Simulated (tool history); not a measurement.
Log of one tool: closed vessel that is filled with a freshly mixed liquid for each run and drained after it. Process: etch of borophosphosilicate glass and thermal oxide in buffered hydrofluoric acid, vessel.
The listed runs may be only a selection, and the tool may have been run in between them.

run  hour  temperature setpoint of the liquid (K)  parts of 40 % ammonium fluoride to one part of 49 % hydrofluoric acid (parts by volume)  time in the liquid (s)  thickness taken off the borophosphosilicate glass on a monitor wafer (angstrom)  thickness taken off the thermal oxide on a monitor wafer (angstrom)
  1   0.0                                  295.15                                                                                      9.0                      60                                                                           660.02                                                               725.20
  2   7.9                                  297.15                                                                                      9.0                      60                                                                           734.04                                                               817.16
  3  13.5                                  297.15                                                                                     10.0                      60                                                                           679.34                                                               773.73
  4  16.7                                  298.65                                                                                      9.5                      60                                                                           769.36                                                               852.19
  5  18.2                                  298.65                                                                                      9.5                      80                                                                          1009.00                                                              1150.90
  6  24.7                                  298.65                                                                                     12.0                      80                                                                           830.44                                                               916.74

Run 7 comes next. What will it give?
  7  27.6                                  299.65                                                                                     12.0                      80                                                                                ?                                                                    ?

thickness taken off the borophosphosilicate glass on a monitor wafer (angstrom): 894.12
thickness taken off the thermal oxide on a monitor wafer (angstrom): 978.27
